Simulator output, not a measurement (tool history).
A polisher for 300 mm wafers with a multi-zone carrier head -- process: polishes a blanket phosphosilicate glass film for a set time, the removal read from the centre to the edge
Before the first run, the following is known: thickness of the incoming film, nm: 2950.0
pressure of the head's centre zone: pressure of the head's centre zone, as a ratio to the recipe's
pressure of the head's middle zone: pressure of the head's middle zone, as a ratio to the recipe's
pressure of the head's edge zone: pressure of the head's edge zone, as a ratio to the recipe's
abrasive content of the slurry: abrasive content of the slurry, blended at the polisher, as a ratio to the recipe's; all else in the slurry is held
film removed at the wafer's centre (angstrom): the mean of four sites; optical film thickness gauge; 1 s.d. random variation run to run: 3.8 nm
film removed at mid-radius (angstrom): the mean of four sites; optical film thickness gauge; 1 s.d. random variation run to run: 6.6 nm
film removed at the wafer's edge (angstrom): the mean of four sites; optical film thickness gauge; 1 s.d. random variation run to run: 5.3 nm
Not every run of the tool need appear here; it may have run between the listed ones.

run,hour,flow of slurry (ml/min),pressure of the head's centre zone,pressure of the head's middle zone,pressure of the head's edge zone,abrasive content of the slurry,polishing time (s),film removed at the wafer's centre (angstrom),film removed at mid-radius (angstrom),film removed at the wafer's edge (angstrom)
1,0.0,130,1.00,1.00,1.00,1.00,48,3443.9,3310.9,3332.3
2,1.4,115,1.00,1.00,1.00,1.00,48,3308.0,3272.3,3273.7
3,6.1,115,1.04,1.00,1.00,1.00,48,3441.9,3277.4,3274.6
4,8.2,125,1.05,0.98,1.05,1.15,51,4124.7,3671.0,4035.6
5,16.2,135,1.07,1.00,1.09,1.25,51,4444.2,4056.8,4226.0
6,17.0,140,1.08,0.98,1.11,1.30,52,4761.7,4089.3,4487.0
7,18.6,140,1.08,0.97,1.13,1.35,54,5037.0,4229.0,4848.0
8,21.2,145,1.08,0.97,1.15,1.40,55,5164.1,4488.8,4987.8

Run 9 has not been measured yet. What should we expect?
9,23.9,145,1.08,0.96,1.16,1.45,56,?,?,?

film removed at the wafer's centre (angstrom): 5384.5
film removed at mid-radius (angstrom): 4678.2
film removed at the wafer's edge (angstrom): 5306.5
